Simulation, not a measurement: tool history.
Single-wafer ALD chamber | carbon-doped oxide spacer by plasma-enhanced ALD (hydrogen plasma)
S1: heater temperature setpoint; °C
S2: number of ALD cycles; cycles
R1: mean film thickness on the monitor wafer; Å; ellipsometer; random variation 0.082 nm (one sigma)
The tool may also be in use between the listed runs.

Run 1, hour 0: S1 385 °C, S2 354 cycles. Result: R1 184.5 Å.
Run 2, hour 6.2: S1 378 °C, S2 354 cycles. Result: R1 187.24 Å.
Run 3, hour 6.8: S1 369 °C, S2 354 cycles. Result: R1 185.17 Å.
Run 4, hour 11.6: S1 369 °C, S2 327 cycles. Result: R1 172.25 Å.
Run 5, hour 15.9: S1 377 °C, S2 327 cycles. Result: R1 172.72 Å.
Run 6, hour 22: S1 377 °C, S2 307 cycles. Result: R1 162.29 Å.
Run 7, hour 27.4: S1 377 °C, S2 294 cycles. Result: R1 155.73 Å.

Run 8 comes next. What will it give?
Run 8, hour 28.1: S1 377 °C, S2 294 cycles. Result: R1 ?.

{"run 8": {"R1": 156.24}}

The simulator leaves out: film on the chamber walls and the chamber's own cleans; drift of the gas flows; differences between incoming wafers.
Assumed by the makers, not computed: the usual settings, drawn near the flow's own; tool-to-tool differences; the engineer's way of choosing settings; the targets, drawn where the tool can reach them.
